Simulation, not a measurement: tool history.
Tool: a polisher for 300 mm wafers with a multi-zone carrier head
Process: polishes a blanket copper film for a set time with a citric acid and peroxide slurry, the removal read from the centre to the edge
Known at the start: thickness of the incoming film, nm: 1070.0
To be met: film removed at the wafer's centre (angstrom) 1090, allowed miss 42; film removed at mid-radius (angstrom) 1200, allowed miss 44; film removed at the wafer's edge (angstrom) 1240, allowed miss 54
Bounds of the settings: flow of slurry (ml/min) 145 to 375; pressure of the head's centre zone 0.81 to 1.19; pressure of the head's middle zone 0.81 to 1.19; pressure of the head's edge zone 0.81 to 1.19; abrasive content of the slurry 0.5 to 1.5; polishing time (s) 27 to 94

run	day	flow of slurry (ml/min)	pressure of the head's centre zone	pressure of the head's middle zone	pressure of the head's edge zone	abrasive content of the slurry	polishing time (s)	film removed at the wafer's centre (angstrom)	film removed at mid-radius (angstrom)	film removed at the wafer's edge (angstrom)
1	0	240	1	1	1	1	60	2052.6	2082.4	2127.4
2	0.292	240	1	1	1	0.8	60	1960.1	1906.7	2015.9
3	0.471	235	0.98	1	0.99	0.75	58	1799.8	1849.2	1876.8
4	0.621	230	0.97	0.98	0.98	0.7	56	1678	1711.3	1748
5	0.996	225	0.95	0.96	0.97	0.7	55	1577.3	1699.8	1762.3
6	1.112	225	0.95	0.96	0.97	0.7	67	2020.9	2064.6	2129.4
7	1.392	205	0.92	0.89	0.87	0.5	50	1279.5	1312.5	1366.8
8	1.45	205	0.91	0.89	0.86	0.5	50	1263.5	1320.3	1355.8
9	1.688	205	0.9	0.88	0.85	0.5	50	1250.3	1298.6	1366
10	1.908	200	0.89	0.88	0.85	0.5	50	1253.5	1304.2	1363.5
11	2.167	200	0.88	0.88	0.85	0.5	49	1215.7	1305.7	1317.7
12	2.367	200	0.87	0.87	0.85	0.5	49	1193.3	1250.2	1332.5
13	2.429	190	0.85	0.88	0.83	0.5	48	1148.7	1246.9	1271.1

4 next moves are on the table. One of them brings every result within its allowed miss. Which?
A	2.492	185	1.02	0.85	0.84	0.55	43	?	?	?
B	2.492	145	1.03	0.84	0.82	0.5	45	?	?	?
C	2.492	290	1.03	0.89	0.88	0.7	36	?	?	?
D	2.492	185	0.85	0.88	0.84	0.55	45	?	?	?

move	film removed at the wafer's centre (angstrom)	film removed at mid-radius (angstrom)	film removed at the wafer's edge (angstrom)
A	1249.9	1107.5	1182.5
B	1231.2	1077.5	1160.9
C	1192.1	1072.1	1116.2
D	1088.6	1188.1	1237.1
A: further off than the last run
B: further off than the last run
C: further off than the last run
D: meets every target
Answer: D
